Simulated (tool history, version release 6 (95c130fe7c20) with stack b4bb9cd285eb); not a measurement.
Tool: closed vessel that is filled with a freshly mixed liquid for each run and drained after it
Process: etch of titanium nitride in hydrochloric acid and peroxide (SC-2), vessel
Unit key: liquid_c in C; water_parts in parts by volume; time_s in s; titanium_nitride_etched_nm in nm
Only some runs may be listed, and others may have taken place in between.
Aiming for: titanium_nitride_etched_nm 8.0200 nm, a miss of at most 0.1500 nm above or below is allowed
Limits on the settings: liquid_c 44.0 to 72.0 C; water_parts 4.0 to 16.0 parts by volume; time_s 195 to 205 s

Run 1, hour 0.0: liquid_c 60.0 C, water_parts 9.0 parts by volume, time_s 195 s. Result: titanium_nitride_etched_nm 9.0901 nm.
Run 2, hour 5.1: liquid_c 60.0 C, water_parts 9.0 parts by volume, time_s 205 s. Result: titanium_nitride_etched_nm 9.5598 nm.
Run 3, hour 9.0: liquid_c 60.0 C, water_parts 9.0 parts by volume, time_s 195 s. Result: titanium_nitride_etched_nm 9.1176 nm.
Run 4, hour 15.7: liquid_c 59.5 C, water_parts 9.0 parts by volume, time_s 195 s. Result: titanium_nitride_etched_nm 8.8050 nm.
Run 5, hour 20.0: liquid_c 59.5 C, water_parts 6.0 parts by volume, time_s 195 s. Result: titanium_nitride_etched_nm 12.1920 nm.
Run 6, hour 27.8: liquid_c 58.0 C, water_parts 6.0 parts by volume, time_s 195 s. Result: titanium_nitride_etched_nm 11.1730 nm.
Run 7, hour 31.8: liquid_c 58.0 C, water_parts 6.0 parts by volume, time_s 195 s. Result: titanium_nitride_etched_nm 11.0760 nm.
Run 8, hour 39.5: liquid_c 57.0 C, water_parts 6.0 parts by volume, time_s 195 s. Result: titanium_nitride_etched_nm 10.3540 nm.
Run 9, hour 42.3: liquid_c 52.0 C, water_parts 6.0 parts by volume, time_s 195 s. Result: titanium_nitride_etched_nm 7.5192 nm.
Run 10, hour 44.5: liquid_c 52.5 C, water_parts 6.0 parts by volume, time_s 195 s. Result: titanium_nitride_etched_nm 7.7518 nm.

Which one of the following 5 next-run settings gets every result inside its allowed miss? There is exactly one.
Run A, hour 46.7: liquid_c 51.0 C, water_parts 5.5 parts by volume, time_s 200 s. Result: titanium_nitride_etched_nm ?.
Run B, hour 46.7: liquid_c 51.0 C, water_parts 5.0 parts by volume, time_s 195 s. Result: titanium_nitride_etched_nm ?.
Run C, hour 46.7: liquid_c 50.5 C, water_parts 5.0 parts by volume, time_s 195 s. Result: titanium_nitride_etched_nm ?.
Run D, hour 46.7: liquid_c 48.5 C, water_parts 4.5 parts by volume, time_s 205 s. Result: titanium_nitride_etched_nm ?.
Run E, hour 46.7: liquid_c 51.5 C, water_parts 5.5 parts by volume, time_s 195 s. Result: titanium_nitride_etched_nm ?.

move  titanium_nitride_etched_nm
   A                      7.6536
   B                      7.9953
   C                      7.7344
   D                      7.6601
   E                      7.7133
A: moves away from the targets compared with the last run
B: all results in spec
C: moves away from the targets compared with the last run
D: moves away from the targets compared with the last run
E: moves away from the targets compared with the last run
The right move is B.

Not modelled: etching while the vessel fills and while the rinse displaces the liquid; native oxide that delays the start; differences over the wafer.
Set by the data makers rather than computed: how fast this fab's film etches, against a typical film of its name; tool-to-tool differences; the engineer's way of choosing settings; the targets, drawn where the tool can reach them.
